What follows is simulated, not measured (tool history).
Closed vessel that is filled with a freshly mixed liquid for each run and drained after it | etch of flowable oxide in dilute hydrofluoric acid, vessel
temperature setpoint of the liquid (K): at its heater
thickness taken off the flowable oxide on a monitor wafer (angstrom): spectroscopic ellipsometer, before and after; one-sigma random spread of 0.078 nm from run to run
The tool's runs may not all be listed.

run  hour  temperature setpoint of the liquid (K)  parts of water to one part of 49 % hydrofluoric acid (parts by volume)  time in the liquid (s)  thickness taken off the flowable oxide on a monitor wafer (angstrom)
  1     0                                  295.15                                                                     230                      95                                                                152.33
  2     8                                  297.15                                                                     230                      95                                                                167.09
  3    12                                  297.15                                                                     230                      95                                                                164.84
  4  15.7                                  295.65                                                                     240                      95                                                                149.09
  5  23.4                                  295.65                                                                     240                      95                                                                148.53
  6  30.1                                  295.65                                                                     240                      95                                                                150.65
  7  37.4                                  294.65                                                                     250                      95                                                                135.51

What does the tool deliver on the next run?
  8  42.4                                  293.65                                                                     255                      95                                                                     ?

Run 8 produced thickness taken off the flowable oxide on a monitor wafer (angstrom) 127.82.
